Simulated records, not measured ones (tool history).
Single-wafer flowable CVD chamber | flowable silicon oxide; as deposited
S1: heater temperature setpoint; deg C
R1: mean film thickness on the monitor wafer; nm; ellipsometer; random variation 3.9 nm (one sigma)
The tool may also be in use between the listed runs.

Run 1, hour 0.0: S1 105 deg C, chamber pressure (Torr) 0.845, RF power (W) 1865, deposition time (s) 557. Result: R1 349.55 nm.
Run 2, hour 6.3: S1 99 deg C, chamber pressure (Torr) 0.865, RF power (W) 1865, deposition time (s) 557. Result: R1 446.48 nm.
Run 3, hour 9.2: S1 95 deg C, chamber pressure (Torr) 0.872, RF power (W) 1865, deposition time (s) 557. Result: R1 523.76 nm.
Run 4, hour 17.2: S1 92 deg C, chamber pressure (Torr) 0.873, RF power (W) 1865, deposition time (s) 557. Result: R1 587.57 nm.
Run 5, hour 25.3: S1 86 deg C, chamber pressure (Torr) 0.873, RF power (W) 1865, deposition time (s) 557. Result: R1 721.32 nm.
Run 6, hour 26.5: S1 86 deg C, chamber pressure (Torr) 0.873, RF power (W) 1730, deposition time (s) 557. Result: R1 714.35 nm.
Run 7, hour 35.6: S1 85 deg C, chamber pressure (Torr) 0.876, RF power (W) 1730, deposition time (s) 557. Result: R1 741.90 nm.
Run 8, hour 38.4: S1 84 deg C, chamber pressure (Torr) 0.879, RF power (W) 1730, deposition time (s) 557. Result: R1 771.97 nm.
Run 9, hour 44.3: S1 83 deg C, chamber pressure (Torr) 0.881, RF power (W) 1730, deposition time (s) 557. Result: R1 799.85 nm.

Forecast run 10:
Run 10, hour 48.8: S1 83 deg C, chamber pressure (Torr) 0.884, RF power (W) 1730, deposition time (s) 557. Result: R1 ?.

Run 10 gave R1 801.55 nm.
